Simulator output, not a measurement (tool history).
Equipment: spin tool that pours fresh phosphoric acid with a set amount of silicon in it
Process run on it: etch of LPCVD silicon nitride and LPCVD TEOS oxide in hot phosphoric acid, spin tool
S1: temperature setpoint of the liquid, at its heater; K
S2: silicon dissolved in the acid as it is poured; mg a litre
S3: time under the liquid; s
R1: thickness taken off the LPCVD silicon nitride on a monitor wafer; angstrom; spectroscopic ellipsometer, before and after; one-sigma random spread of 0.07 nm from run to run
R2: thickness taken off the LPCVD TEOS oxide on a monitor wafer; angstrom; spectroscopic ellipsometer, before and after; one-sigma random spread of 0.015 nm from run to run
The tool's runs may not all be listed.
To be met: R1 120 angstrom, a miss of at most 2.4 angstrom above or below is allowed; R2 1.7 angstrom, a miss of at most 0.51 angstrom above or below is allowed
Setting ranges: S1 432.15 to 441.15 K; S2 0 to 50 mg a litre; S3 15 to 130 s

run	hour	S1	S2	S3	R1	R2
1	0	437.15	22.5	65	69.492	2.5132
2	6.8	438.65	22.5	65	73.036	3.0817
3	13.2	438.15	32	75	83.277	1.7579
4	22.2	438.15	32	50	55.665	1.3261
5	30.9	438.15	32	35	38.79	0.99635
6	38.8	438.15	36.5	35	38.65	0.89564
# hour 46.5: dissolved silicon flow meter replaced
7	46.5	439.65	50	65	75.444	0.95433
8	53.4	440.15	49	70	82.41	1.1156

Next run, 4 choices. One meets every target within its allowed miss, the rest don't. Which?
A	60.3	441.15	44	95	?	?
B	60.3	438.65	28.5	40	?	?
C	60.3	440.65	44.5	100	?	?
D	60.3	440.65	29.5	95	?	?

move	R1	R2
A	115.17	1.735
B	44.702	1.4705
C	119.29	1.682
D	113.32	3.8807
A: an improvement on the last run, though not all results are within tolerance
B: further off than the last run
C: hits every target within its allowed miss
D: an improvement on the last run, though not all results are within tolerance
The move that meets every target is C.

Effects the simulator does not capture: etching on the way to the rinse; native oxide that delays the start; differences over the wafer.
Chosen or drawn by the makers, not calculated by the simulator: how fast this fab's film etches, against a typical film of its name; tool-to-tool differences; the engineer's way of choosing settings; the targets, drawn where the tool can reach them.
